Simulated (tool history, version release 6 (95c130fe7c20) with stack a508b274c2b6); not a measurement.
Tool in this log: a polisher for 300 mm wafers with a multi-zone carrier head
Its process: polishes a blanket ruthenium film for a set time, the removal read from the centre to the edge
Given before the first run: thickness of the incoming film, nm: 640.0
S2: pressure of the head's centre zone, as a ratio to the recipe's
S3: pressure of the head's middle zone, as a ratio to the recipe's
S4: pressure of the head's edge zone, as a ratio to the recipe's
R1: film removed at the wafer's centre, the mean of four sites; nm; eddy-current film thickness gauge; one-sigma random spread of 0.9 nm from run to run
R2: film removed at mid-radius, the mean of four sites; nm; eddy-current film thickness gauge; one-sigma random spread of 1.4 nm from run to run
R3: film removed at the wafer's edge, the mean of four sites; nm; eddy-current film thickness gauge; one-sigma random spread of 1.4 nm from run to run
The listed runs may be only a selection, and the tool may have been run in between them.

run 1 hour=0 | flow_of_slurry_(ml/min)=280 S2=1 S3=1 S4=1 polishing_time_(s)=60 | R1=98.38 R2=99.41 R3=100.69
run 2 hour=3.9 | flow_of_slurry_(ml/min)=280 S2=1 S3=1.07 S4=1 polishing_time_(s)=60 | R1=98.234 R2=106.09 R3=100.98
run 3 hour=9.6 | flow_of_slurry_(ml/min)=280 S2=1 S3=1.02 S4=1 polishing_time_(s)=60 | R1=98.725 R2=102.32 R3=99.492
run 4 hour=15.9 | flow_of_slurry_(ml/min)=280 S2=1 S3=1.02 S4=1.06 polishing_time_(s)=60 | R1=96.795 R2=102.49 R3=103.39
run 5 hour=24.8 | flow_of_slurry_(ml/min)=280 S2=0.92 S3=1.02 S4=1.06 polishing_time_(s)=60 | R1=91.451 R2=102.27 R3=100.63
run 6 hour=28.1 | flow_of_slurry_(ml/min)=280 S2=0.86 S3=1.02 S4=1.06 polishing_time_(s)=60 | R1=87.639 R2=100.98 R3=103.04

What will run 7 give?
run 7 hour=29.3 | flow_of_slurry_(ml/min)=280 S2=0.87 S3=1.02 S4=1.08 polishing_time_(s)=64 | R1=? R2=? R3=?

Run 7 gave R1 93.394 nm, R2 106.25 nm, R3 111.75 nm.

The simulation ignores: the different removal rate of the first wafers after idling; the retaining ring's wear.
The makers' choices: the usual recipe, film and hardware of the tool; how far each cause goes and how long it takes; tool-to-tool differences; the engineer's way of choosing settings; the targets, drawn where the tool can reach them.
